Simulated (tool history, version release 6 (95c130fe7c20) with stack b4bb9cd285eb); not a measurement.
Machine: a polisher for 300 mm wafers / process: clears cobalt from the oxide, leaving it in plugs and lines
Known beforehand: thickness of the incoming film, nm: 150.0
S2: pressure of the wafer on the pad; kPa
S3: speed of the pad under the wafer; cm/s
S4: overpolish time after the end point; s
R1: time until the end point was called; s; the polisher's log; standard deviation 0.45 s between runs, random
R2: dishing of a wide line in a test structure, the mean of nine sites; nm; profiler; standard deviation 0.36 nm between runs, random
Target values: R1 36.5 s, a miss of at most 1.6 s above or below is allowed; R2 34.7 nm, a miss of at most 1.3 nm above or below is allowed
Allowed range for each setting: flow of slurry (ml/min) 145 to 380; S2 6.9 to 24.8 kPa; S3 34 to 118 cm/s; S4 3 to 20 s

run 1 hour=0 | flow_of_slurry_(ml/min)=245 S2=15.9 S3=76 S4=10 | R1=32.118 R2=36.291
run 2 hour=7.1 | flow_of_slurry_(ml/min)=245 S2=15.2 S3=76 S4=10 | R1=33.058 R2=35.015
run 3 hour=10 | flow_of_slurry_(ml/min)=245 S2=14.5 S3=76 S4=10 | R1=34.011 R2=33.288
run 4 hour=15.1 | flow_of_slurry_(ml/min)=245 S2=14.5 S3=68 S4=10 | R1=38.62 R2=31.113
run 5 hour=21.3 | flow_of_slurry_(ml/min)=190 S2=14.5 S3=68 S4=10 | R1=39.584 R2=30.912
run 6 hour=27.8 | flow_of_slurry_(ml/min)=190 S2=11.7 S3=68 S4=10 | R1=47.92 R2=25.992
run 7 hour=34.8 | flow_of_slurry_(ml/min)=195 S2=13.1 S3=68 S4=10 | R1=43.284 R2=28.308
run 8 hour=42.6 | flow_of_slurry_(ml/min)=200 S2=13.8 S3=68 S4=10 | R1=40.563 R2=30.375
run 9 hour=44.6 | flow_of_slurry_(ml/min)=200 S2=14.5 S3=68 S4=10 | R1=39.208 R2=30.913
-- hour=48 head pressure recalibrated
run 10 hour=48 | flow_of_slurry_(ml/min)=200 S2=15.2 S3=68 S4=10 | R1=33.517 R2=34.866
run 11 hour=54 | flow_of_slurry_(ml/min)=215 S2=15.2 S3=68 S4=10 | R1=32.665 R2=34.21
run 12 hour=54.6 | flow_of_slurry_(ml/min)=215 S2=15.2 S3=72 S4=10 | R1=31.719 R2=35.983
run 13 hour=60.7 | flow_of_slurry_(ml/min)=235 S2=15.2 S3=72 S4=10 | R1=31.245 R2=35.943
run 14 hour=65 | flow_of_slurry_(ml/min)=215 S2=15.2 S3=72 S4=10 | R1=31.857 R2=35.964
run 15 hour=66.4 | flow_of_slurry_(ml/min)=235 S2=15.2 S3=72 S4=10 | R1=31.089 R2=36.026
run 16 hour=69.2 | flow_of_slurry_(ml/min)=215 S2=15.2 S3=72 S4=10 | R1=31.157 R2=36.1
run 17 hour=71.8 | flow_of_slurry_(ml/min)=240 S2=15.2 S3=72 S4=10 | R1=31.059 R2=36.497
run 18 hour=77.2 | flow_of_slurry_(ml/min)=215 S2=15.2 S3=72 S4=10 | R1=31.569 R2=35.42
run 19 hour=84 | flow_of_slurry_(ml/min)=235 S2=15.2 S3=72 S4=10 | R1=31.402 R2=36.685
run 20 hour=86.5 | flow_of_slurry_(ml/min)=215 S2=15.2 S3=72 S4=10 | R1=31.755 R2=35.654
run 21 hour=93.7 | flow_of_slurry_(ml/min)=230 S2=15.2 S3=72 S4=10 | R1=31.676 R2=36.502
run 22 hour=95 | flow_of_slurry_(ml/min)=225 S2=14.5 S3=72 S4=10 | R1=32.892 R2=35.108
run 23 hour=99 | flow_of_slurry_(ml/min)=215 S2=14.5 S3=72 S4=10 | R1=33.327 R2=34.843
run 24 hour=107.3 | flow_of_slurry_(ml/min)=230 S2=14.5 S3=72 S4=10 | R1=32.823 R2=34.759
run 25 hour=114.7 | flow_of_slurry_(ml/min)=215 S2=14.5 S3=72 S4=10 | R1=33.066 R2=34.202
run 26 hour=120.4 | flow_of_slurry_(ml/min)=230 S2=14.5 S3=72 S4=10 | R1=32.887 R2=34.59
run 27 hour=123.7 | flow_of_slurry_(ml/min)=215 S2=14.5 S3=72 S4=10 | R1=33.562 R2=33.878

Exactly one of the 5 candidate moves below puts every result within its allowed miss. Which one?
run A hour=127 | flow_of_slurry_(ml/min)=205 S2=14.5 S3=74 S4=11 | R1=? R2=?
run B hour=127 | flow_of_slurry_(ml/min)=220 S2=13.8 S3=60 S4=12 | R1=? R2=?
run C hour=127 | flow_of_slurry_(ml/min)=220 S2=13.8 S3=60 S4=11 | R1=? R2=?
run D hour=127 | flow_of_slurry_(ml/min)=240 S2=13.8 S3=68 S4=11 | R1=? R2=?
run E hour=127 | flow_of_slurry_(ml/min)=145 S2=15.9 S3=72 S4=9 | R1=? R2=?

move=A R1=32.53 R2=37.158
move=B R1=39.901 R2=34.251
move=C R1=39.901 R2=32.135
move=D R1=35.746 R2=34.798
move=E R1=32.431 R2=32.243
A: moves away from the targets compared with the last run
B: the result that was furthest off in the last run now lies on the other side of its target
C: the result that was furthest off in the last run now lies on the other side of its target
D: hits every target within its allowed miss
E: moves away from the targets compared with the last run
Go with D: it meets all targets.
